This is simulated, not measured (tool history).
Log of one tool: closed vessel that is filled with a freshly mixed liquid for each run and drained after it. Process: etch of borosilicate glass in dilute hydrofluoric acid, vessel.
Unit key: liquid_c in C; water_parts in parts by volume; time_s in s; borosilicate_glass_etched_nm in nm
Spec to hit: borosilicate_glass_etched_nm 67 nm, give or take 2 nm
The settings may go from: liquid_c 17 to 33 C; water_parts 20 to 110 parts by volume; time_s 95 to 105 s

run,hour,liquid_c,water_parts,time_s,borosilicate_glass_etched_nm
1,0,25,60,95,37.258
2,2.5,23,60,95,34.425
3,8.2,23,80,95,24.978
4,9.3,24.5,75,95,28.722
5,11.8,26,70,95,32.124
# hour 19.5: hydrofluoric acid flow meter replaced
6,19.5,26,90,95,22.143
7,25.6,30,65,95,36.412
8,28.9,30.5,60,95,40.928
9,36.9,31,55,95,45.735
10,39.7,31,50,95,50.189
11,44.1,31,45,95,56.843

Exactly one of the 4 candidate moves below puts every result within its allowed miss. Which one?
A,48.5,32.5,45,105,?
B,48.5,25,45,95,?
C,48.5,33,45,95,?
D,48.5,33,55,95,?

move,borosilicate_glass_etched_nm
A,67.121
B,45.049
C,61.911
D,49.824
A: hits every target within its allowed miss
B: lands further from the targets than the last run did
C: gains on the last run, yet a result remains outside its allowed miss
D: lands further from the targets than the last run did
A meets every target.

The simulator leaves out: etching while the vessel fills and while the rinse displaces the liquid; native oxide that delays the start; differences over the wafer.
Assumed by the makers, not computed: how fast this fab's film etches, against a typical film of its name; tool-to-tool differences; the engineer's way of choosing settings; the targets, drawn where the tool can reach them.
